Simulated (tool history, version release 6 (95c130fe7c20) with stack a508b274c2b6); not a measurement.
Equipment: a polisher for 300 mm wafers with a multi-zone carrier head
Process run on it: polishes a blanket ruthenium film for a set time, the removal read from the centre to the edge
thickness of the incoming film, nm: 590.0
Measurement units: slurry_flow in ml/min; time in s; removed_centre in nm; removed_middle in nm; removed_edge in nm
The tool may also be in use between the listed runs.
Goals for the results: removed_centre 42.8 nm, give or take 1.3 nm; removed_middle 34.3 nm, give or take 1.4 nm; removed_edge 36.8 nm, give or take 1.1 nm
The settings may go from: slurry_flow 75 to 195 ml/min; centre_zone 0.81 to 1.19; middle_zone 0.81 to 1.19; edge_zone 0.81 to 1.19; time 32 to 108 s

run,day,slurry_flow,centre_zone,middle_zone,edge_zone,time,removed_centre,removed_middle,removed_edge
1,0,125,1,1,1,70,40.737,41.229,40.458
2,0.15,125,1.01,0.98,0.99,70,41.063,40.703,39.562
3,0.367,125,1.02,0.96,0.99,70,41.796,40.487,40.104
4,0.396,125,1.02,0.91,0.99,70,41.634,37.883,39.852
5,0.538,150,1.02,0.91,0.99,70,43.225,39.551,41.738
6,0.808,145,1.03,0.9,0.98,70,43.499,38.067,41.28
7,1.004,140,1.04,0.9,0.97,70,43.387,37.994,40.647
8,1.062,135,1.05,0.9,0.96,70,43.488,38.114,40.495
9,1.429,115,1.11,0.82,0.86,67,42.211,31.865,36.16
10,1.65,115,1.11,0.83,0.86,67,41.728,32.324,36.325

Exactly one of the 5 candidate moves below puts every result within its allowed miss. Which one?
A,1.871,120,1.14,0.81,0.91,65,?,?,?
B,1.871,125,1.05,0.88,0.86,65,?,?,?
C,1.871,130,1.13,0.81,0.89,63,?,?,?
D,1.871,90,1.17,0.91,0.92,70,?,?,?
E,1.871,80,1.11,0.81,0.85,74,?,?,?

move,removed_centre,removed_middle,removed_edge
A,42.759,30.934,35.745
B,39.852,33.478,35.306
C,42.026,30.595,34.879
D,42.657,33.499,36.297
E,40.47,30.719,36.304
A: its largest miss is bigger than the last run's
B: corrects the largest miss of the last run, while another result sits out of spec
C: its largest miss is bigger than the last run's
D: meets every target
E: its largest miss is bigger than the last run's
Correct choice: D, which meets every target
